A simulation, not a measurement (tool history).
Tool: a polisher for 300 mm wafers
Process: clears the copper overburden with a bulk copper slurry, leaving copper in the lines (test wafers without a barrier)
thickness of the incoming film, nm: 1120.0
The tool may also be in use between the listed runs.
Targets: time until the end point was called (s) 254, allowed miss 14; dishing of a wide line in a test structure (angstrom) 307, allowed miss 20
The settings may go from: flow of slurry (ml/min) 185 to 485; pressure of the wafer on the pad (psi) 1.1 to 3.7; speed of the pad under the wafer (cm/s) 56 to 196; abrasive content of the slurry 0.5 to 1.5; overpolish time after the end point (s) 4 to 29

run	day	flow of slurry (ml/min)	pressure of the wafer on the pad (psi)	speed of the pad under the wafer (cm/s)	abrasive content of the slurry	overpolish time after the end point (s)	time until the end point was called (s)	dishing of a wide line in a test structure (angstrom)
1	0	310	2.4	126	1	15	107.58	312.85
2	0.35	310	2.4	114	1	15	117.33	319.83
3	0.612	310	2.1	104	1	15	142.28	312.29
4	0.662	310	2.1	104	1	19	139.83	324.31
5	0.908	310	2.1	104	1	23	143.89	320.17
6	0.954	310	2.1	104	0.85	23	146.4	326.63
7	1.246	310	1.8	98	0.85	22	169.19	317.52
8	1.583	310	1.6	92	0.85	22	196.25	315.21
9	1.821	310	1.5	90	0.85	22	205.61	306.07
10	1.9	305	1.2	76	0.8	29	273.98	297.15

Which of these 4 next moves meets every target?
A	1.979	300	1.2	66	1.2	23	?	?
B	1.979	370	1.1	76	0.9	18	?	?
C	1.979	320	1.1	68	0.85	26	?	?
D	1.979	320	1.1	84	0.85	28	?	?

move	time until the end point was called (s)	dishing of a wide line in a test structure (angstrom)
A	302.46	287.9
B	283.29	272.45
C	321.15	290.81
D	262.69	304.85
A: further off than the last run
B: further off than the last run
C: further off than the last run
D: meets every target
The right move is D.
